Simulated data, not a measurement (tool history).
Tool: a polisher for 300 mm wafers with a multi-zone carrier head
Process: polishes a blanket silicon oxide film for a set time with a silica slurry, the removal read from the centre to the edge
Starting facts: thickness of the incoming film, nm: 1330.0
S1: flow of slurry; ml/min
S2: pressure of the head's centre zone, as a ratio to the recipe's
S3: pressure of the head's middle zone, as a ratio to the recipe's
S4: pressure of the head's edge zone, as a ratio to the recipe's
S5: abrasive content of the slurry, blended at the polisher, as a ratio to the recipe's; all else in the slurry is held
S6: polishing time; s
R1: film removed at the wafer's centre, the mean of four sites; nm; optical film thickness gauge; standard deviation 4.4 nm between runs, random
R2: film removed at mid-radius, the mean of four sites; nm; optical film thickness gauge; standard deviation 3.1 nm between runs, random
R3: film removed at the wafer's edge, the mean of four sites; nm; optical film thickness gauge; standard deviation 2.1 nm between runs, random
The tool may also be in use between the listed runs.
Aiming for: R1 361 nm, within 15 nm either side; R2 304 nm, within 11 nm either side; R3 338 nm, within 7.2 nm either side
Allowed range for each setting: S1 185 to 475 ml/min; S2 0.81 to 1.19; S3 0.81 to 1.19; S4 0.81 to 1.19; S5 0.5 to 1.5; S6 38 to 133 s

Run 1, day 0: S1 305 ml/min, S2 1, S3 1, S4 1, S5 1, S6 85 s. Result: R1 304.73 nm, R2 289.49 nm, R3 284.91 nm.
Run 2, day 0.117: S1 260 ml/min, S2 1, S3 1, S4 1, S5 1, S6 85 s. Result: R1 303.19 nm, R2 289.88 nm, R3 281.34 nm.
Run 3, day 0.229: S1 260 ml/min, S2 1, S3 1, S4 1, S5 0.8, S6 85 s. Result: R1 258.28 nm, R2 241.34 nm, R3 235.67 nm.
Run 4, day 0.325: S1 210 ml/min, S2 1, S3 1, S4 1, S5 0.8, S6 85 s. Result: R1 247.34 nm, R2 229.22 nm, R3 232.29 nm.
Run 5, day 0.45: S1 230 ml/min, S2 1.01, S3 0.99, S4 1.02, S5 0.85, S6 85 s. Result: R1 263 nm, R2 247.39 nm, R3 251.74 nm.
At day 0.479: centre zone pressure recalibrated.
Run 6, day 0.479: S1 250 ml/min, S2 1.03, S3 0.98, S4 1.04, S5 0.85, S6 85 s. Result: R1 260.9 nm, R2 251.86 nm, R3 251.57 nm.
Run 7, day 0.712: S1 250 ml/min, S2 1.03, S3 0.98, S4 1.04, S5 0.85, S6 85 s. Result: R1 252.88 nm, R2 251.3 nm, R3 251.4 nm.
Run 8, day 0.771: S1 250 ml/min, S2 1.03, S3 0.98, S4 1.04, S5 0.85, S6 85 s. Result: R1 257.04 nm, R2 248.9 nm, R3 251.93 nm.
Run 9, day 1.133: S1 250 ml/min, S2 1.04, S3 0.96, S4 1.03, S5 0.9, S6 85 s. Result: R1 271.22 nm, R2 252.08 nm, R3 262.88 nm.
Run 10, day 1.196: S1 310 ml/min, S2 1.14, S3 0.98, S4 1.13, S5 1.15, S6 86 s. Result: R1 364.91 nm, R2 315.5 nm, R3 330.5 nm.

Next run, 5 choices. One meets every target within its allowed miss, the rest don't. Which?
Run A, day 1.258: S1 355 ml/min, S2 1.16, S3 0.98, S4 1.13, S5 1.3, S6 78 s. Result: R1 ?, R2 ?, R3 ?.
Run B, day 1.258: S1 330 ml/min, S2 1.09, S3 0.97, S4 1.16, S5 1.15, S6 88 s. Result: R1 ?, R2 ?, R3 ?.
Run C, day 1.258: S1 305 ml/min, S2 1.19, S3 0.94, S4 1.14, S5 1.15, S6 82 s. Result: R1 ?, R2 ?, R3 ?.
Run D, day 1.258: S1 290 ml/min, S2 1.17, S3 1.06, S4 1.08, S5 1.1, S6 86 s. Result: R1 ?, R2 ?, R3 ?.
Run E, day 1.258: S1 275 ml/min, S2 1.13, S3 0.92, S4 1.15, S5 1.2, S6 86 s. Result: R1 ?, R2 ?, R3 ?.

move      R1      R2      R3
   A  363.29   308.3  322.61
   B  358.27  321.38   343.2
   C  361.69  289.77  315.87
   D  361.61   324.7   314.1
   E  364.38  302.78   337.8
A: the worst result of the last run now meets its target, but another is out of spec
B: its largest miss is bigger than the last run's
C: carries the result that was furthest off beyond its target, to the other side
D: its largest miss is bigger than the last run's
E: hits every target within its allowed miss
So the answer is move E, the one that meets all the targets.

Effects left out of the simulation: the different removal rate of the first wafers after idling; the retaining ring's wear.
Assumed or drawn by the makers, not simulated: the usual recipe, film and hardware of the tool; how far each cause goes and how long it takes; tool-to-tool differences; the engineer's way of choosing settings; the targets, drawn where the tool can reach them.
